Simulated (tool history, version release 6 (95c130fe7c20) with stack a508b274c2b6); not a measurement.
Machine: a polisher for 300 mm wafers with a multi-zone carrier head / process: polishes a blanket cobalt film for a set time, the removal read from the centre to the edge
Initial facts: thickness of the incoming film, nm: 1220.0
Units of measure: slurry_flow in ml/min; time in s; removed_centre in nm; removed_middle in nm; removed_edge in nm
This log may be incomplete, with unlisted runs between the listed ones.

| run | day | slurry_flow | centre_zone | middle_zone | edge_zone | time | removed_centre | removed_middle | removed_edge |
|---|---|---|---|---|---|---|---|---|---|
| 1 | 0 | 170 | 1 | 1 | 1 | 39 | 185.94 | 182.93 | 180.57 |
| 2 | 0.096 | 170 | 1 | 1.05 | 1 | 39 | 183.89 | 192.27 | 179.36 |
| 3 | 0.433 | 180 | 0.99 | 1.03 | 1.03 | 40 | 188.55 | 194.14 | 189.18 |
| 4 | 0.575 | 190 | 0.99 | 1.02 | 1.06 | 41 | 197.23 | 195.95 | 197.08 |
| 5 | 0.633 | 195 | 0.98 | 1.01 | 1.08 | 42 | 201.11 | 206.1 | 204.85 |
| 6 | 0.808 | 225 | 0.98 | 1.01 | 1.08 | 42 | 205.61 | 206.63 | 205.51 |
| 7 | 1.008 | 220 | 0.97 | 1 | 1.1 | 43 | 206.3 | 212.35 | 216.15 |
| 8 | 1.167 | 220 | 0.97 | 0.99 | 1.11 | 43 | 205.6 | 209.05 | 216.53 |
| 9 | 1.312 | 220 | 0.97 | 0.98 | 1.12 | 43 | 207.46 | 206.25 | 214.91 |

Predict the results of run 10:
| 10 | 1.488 | 240 | 0.9 | 0.89 | 1.19 | 46 | ? | ? | ? |

Run 10 yielded removed_centre 209.67 nm, removed_middle 209.53 nm, removed_edge 239.53 nm.
